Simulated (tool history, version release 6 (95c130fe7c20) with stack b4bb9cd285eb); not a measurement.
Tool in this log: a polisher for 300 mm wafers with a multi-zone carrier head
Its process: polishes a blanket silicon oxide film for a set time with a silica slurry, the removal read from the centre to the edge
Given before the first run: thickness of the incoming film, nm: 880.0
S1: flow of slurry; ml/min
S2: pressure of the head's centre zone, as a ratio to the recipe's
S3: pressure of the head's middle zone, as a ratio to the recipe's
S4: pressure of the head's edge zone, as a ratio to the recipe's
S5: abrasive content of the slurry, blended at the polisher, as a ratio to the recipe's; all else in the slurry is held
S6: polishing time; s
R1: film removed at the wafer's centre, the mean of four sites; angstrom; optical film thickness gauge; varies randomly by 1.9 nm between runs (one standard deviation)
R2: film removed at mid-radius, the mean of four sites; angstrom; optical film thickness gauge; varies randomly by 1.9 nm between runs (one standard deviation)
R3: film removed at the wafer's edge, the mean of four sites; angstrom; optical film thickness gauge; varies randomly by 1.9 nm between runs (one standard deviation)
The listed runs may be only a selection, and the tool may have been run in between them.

run 1 hour=0 | S1=190 S2=1 S3=1 S4=1 S5=1 S6=38 | R1=1458.9 R2=1503.4 R3=1481.5
run 2 hour=6.1 | S1=190 S2=1 S3=1 S4=1 S5=1 S6=43 | R1=1655.4 R2=1675.2 R3=1686
run 3 hour=9.6 | S1=190 S2=0.99 S3=1.01 S4=1 S5=1 S6=43 | R1=1603.6 R2=1653 R3=1650.6
run 4 hour=15.5 | S1=190 S2=0.98 S3=1.02 S4=1 S5=1 S6=43 | R1=1615.4 R2=1737.9 R3=1682.4
run 5 hour=22.6 | S1=190 S2=0.98 S3=1.02 S4=1 S5=0.95 S6=43 | R1=1606.8 R2=1681.2 R3=1650.6
run 6 hour=28 | S1=190 S2=0.97 S3=1.02 S4=1 S5=0.95 S6=43 | R1=1604 R2=1664.7 R3=1647
run 7 hour=30.8 | S1=190 S2=0.96 S3=1.03 S4=1 S5=0.95 S6=43 | R1=1525 R2=1680.7 R3=1613.9
run 8 hour=39.8 | S1=190 S2=0.95 S3=1.03 S4=1.01 S5=0.95 S6=43 | R1=1550.5 R2=1683 R3=1666.1
-- hour=46.9 worn pad replaced by a new one
run 9 hour=46.9 | S1=190 S2=0.94 S3=1.03 S4=1.01 S5=0.95 S6=43 | R1=1785.8 R2=1915.7 R3=1861.2

Estimate the outcome of run 10 from the log above:
run 10 hour=51.7 | S1=180 S2=0.94 S3=1.04 S4=1.02 S5=0.95 S6=43 | R1=? R2=? R3=?

R1: 1764.1 angstrom
R2: 1927.5 angstrom
R3: 1886.4 angstrom
